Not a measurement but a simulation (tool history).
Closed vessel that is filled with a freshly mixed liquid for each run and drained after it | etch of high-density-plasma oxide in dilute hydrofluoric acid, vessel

| run | hour | temperature setpoint of the liquid (K) | parts of water to one part of 49 % hydrofluoric acid (parts by volume) | time in the liquid (s) | thickness taken off the high-density-plasma oxide on a monitor wafer (Å) |
|---|---|---|---|---|---|
| 1 | 0.0 | 299.15 | 185 | 75 | 23.061 |
| 2 | 1.3 | 301.15 | 185 | 75 | 24.788 |
| 3 | 8.0 | 302.15 | 165 | 75 | 29.301 |
| 4 | 14.5 | 303.15 | 150 | 75 | 34.134 |
| 5 | 19.2 | 303.15 | 115 | 75 | 47.041 |
|  | 21.1 | hydrofluoric acid flow meter replaced |
| 6 | 21.1 | 303.65 | 110 | 75 | 44.427 |
| 7 | 28.1 | 303.65 | 40 | 75 | 134.170 |
| 8 | 31.1 | 304.15 | 50 | 75 | 109.460 |
| 9 | 32.8 | 304.65 | 55 | 75 | 99.451 |
| 10 | 34.9 | 305.15 | 60 | 75 | 92.401 |

Run 11 comes next. What will it give?
| 11 | 41.6 | 305.65 | 65 | 75 | ? |

Run 11 gave thickness taken off the high-density-plasma oxide on a monitor wafer (Å) 86.182.
